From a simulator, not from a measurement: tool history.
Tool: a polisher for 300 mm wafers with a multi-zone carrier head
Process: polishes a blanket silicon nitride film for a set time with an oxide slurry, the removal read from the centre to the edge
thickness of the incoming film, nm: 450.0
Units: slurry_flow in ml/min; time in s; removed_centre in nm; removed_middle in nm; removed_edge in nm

Run 1, hour 0: slurry_flow 285 ml/min, centre_zone 1, middle_zone 1, edge_zone 1, slurry_solids 1, time 58 s. Result: removed_centre 41.73 nm, removed_middle 41.532 nm, removed_edge 43.102 nm.
Run 2, hour 1.5: slurry_flow 285 ml/min, centre_zone 1, middle_zone 1, edge_zone 1.06, slurry_solids 1, time 58 s. Result: removed_centre 42.174 nm, removed_middle 41.766 nm, removed_edge 45.171 nm.
Run 3, hour 3.1: slurry_flow 285 ml/min, centre_zone 0.99, middle_zone 1.01, edge_zone 1.03, slurry_solids 0.95, time 58 s. Result: removed_centre 40.568 nm, removed_middle 41.66 nm, removed_edge 43.256 nm.
Run 4, hour 6.5: slurry_flow 285 ml/min, centre_zone 0.99, middle_zone 1.01, edge_zone 0.96, slurry_solids 0.95, time 58 s. Result: removed_centre 40.554 nm, removed_middle 41.735 nm, removed_edge 41.357 nm.
Run 5, hour 14.1: slurry_flow 285 ml/min, centre_zone 0.99, middle_zone 1.01, edge_zone 0.96, slurry_solids 0.8, time 58 s. Result: removed_centre 38.052 nm, removed_middle 39.184 nm, removed_edge 39.657 nm.
Run 6, hour 15.9: slurry_flow 285 ml/min, centre_zone 0.99, middle_zone 1.01, edge_zone 0.96, slurry_solids 0.9, time 58 s. Result: removed_centre 39.596 nm, removed_middle 40.927 nm, removed_edge 40.787 nm.
Run 7, hour 18.7: slurry_flow 280 ml/min, centre_zone 0.99, middle_zone 1.01, edge_zone 0.94, slurry_solids 0.9, time 58 s. Result: removed_centre 40.147 nm, removed_middle 40.567 nm, removed_edge 40.414 nm.
Run 8, hour 20: slurry_flow 280 ml/min, centre_zone 0.98, middle_zone 1.02, edge_zone 0.92, slurry_solids 0.85, time 58 s. Result: removed_centre 38.743 nm, removed_middle 39.758 nm, removed_edge 39.818 nm.
Run 9, hour 22.1: slurry_flow 280 ml/min, centre_zone 0.98, middle_zone 1.02, edge_zone 0.92, slurry_solids 0.85, time 58 s. Result: removed_centre 38.43 nm, removed_middle 39.87 nm, removed_edge 39.063 nm.
Run 10, hour 22.8: slurry_flow 275 ml/min, centre_zone 0.98, middle_zone 1.03, edge_zone 0.9, slurry_solids 0.85, time 58 s. Result: removed_centre 38.306 nm, removed_middle 40.723 nm, removed_edge 39.418 nm.
Run 11, hour 23.3: slurry_flow 290 ml/min, centre_zone 0.98, middle_zone 1.04, edge_zone 0.89, slurry_solids 0.8, time 58 s. Result: removed_centre 38.182 nm, removed_middle 40.321 nm, removed_edge 37.916 nm.

The next listed run, before its measurement:
Run 12, hour 26.3: slurry_flow 290 ml/min, centre_zone 0.98, middle_zone 1.05, edge_zone 0.88, slurry_solids 0.8, time 58 s. Result: removed_centre ?, removed_middle ?, removed_edge ?.

removed_centre: 37.558 nm
removed_middle: 39.697 nm
removed_edge: 38.3 nm
